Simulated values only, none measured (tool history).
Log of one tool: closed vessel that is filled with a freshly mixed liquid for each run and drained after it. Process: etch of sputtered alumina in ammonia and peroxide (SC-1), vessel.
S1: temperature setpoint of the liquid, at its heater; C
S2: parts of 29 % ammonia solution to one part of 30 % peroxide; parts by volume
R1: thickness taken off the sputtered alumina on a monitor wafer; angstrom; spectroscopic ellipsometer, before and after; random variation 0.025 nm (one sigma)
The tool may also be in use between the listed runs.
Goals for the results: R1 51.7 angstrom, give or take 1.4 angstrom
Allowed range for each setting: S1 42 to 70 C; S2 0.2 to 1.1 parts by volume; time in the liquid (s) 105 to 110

Run 1, hour 0: S1 58 C, S2 0.6 parts by volume, time in the liquid (s) 105. Result: R1 99.966 angstrom.
Run 2, hour 2.3: S1 51 C, S2 0.6 parts by volume, time in the liquid (s) 105. Result: R1 68.915 angstrom.
Run 3, hour 9.3: S1 51 C, S2 0.5 parts by volume, time in the liquid (s) 105. Result: R1 67.645 angstrom.
Run 4, hour 12.8: S1 50.5 C, S2 0.5 parts by volume, time in the liquid (s) 105. Result: R1 66.492 angstrom.
At hour 21.2: new drum of ammonia solution connected.
Run 5, hour 21.2: S1 50.5 C, S2 0.4 parts by volume, time in the liquid (s) 105. Result: R1 65.596 angstrom.
Run 6, hour 29.4: S1 50.5 C, S2 0.4 parts by volume, time in the liquid (s) 110. Result: R1 68.392 angstrom.
Run 7, hour 35.8: S1 50 C, S2 0.4 parts by volume, time in the liquid (s) 110. Result: R1 66.529 angstrom.
Run 8, hour 41.5: S1 49.5 C, S2 0.4 parts by volume, time in the liquid (s) 110. Result: R1 65.11 angstrom.
Run 9, hour 47.2: S1 44 C, S2 0.4 parts by volume, time in the liquid (s) 110. Result: R1 47.567 angstrom.

5 next moves are on the table. One of them brings every result within its allowed miss. Which?
Run A, hour 52.9: S1 45 C, S2 0.4 parts by volume, time in the liquid (s) 105. Result: R1 ?.
Run B, hour 52.9: S1 45 C, S2 0.5 parts by volume, time in the liquid (s) 110. Result: R1 ?.
Run C, hour 52.9: S1 44 C, S2 0.5 parts by volume, time in the liquid (s) 110. Result: R1 ?.
Run D, hour 52.9: S1 44 C, S2 0.9 parts by volume, time in the liquid (s) 105. Result: R1 ?.
Run E, hour 52.9: S1 43 C, S2 0.45 parts by volume, time in the liquid (s) 105. Result: R1 ?.

move      R1
   A  47.933
   B  51.296
   C  48.445
   D  48.912
   E  43.219
A: nearer the targets than the last run, but a result is still out of spec
B: every result lands within tolerance
C: nearer the targets than the last run, but a result is still out of spec
D: nearer the targets than the last run, but a result is still out of spec
E: further off than the last run
Correct choice: B, which meets every target
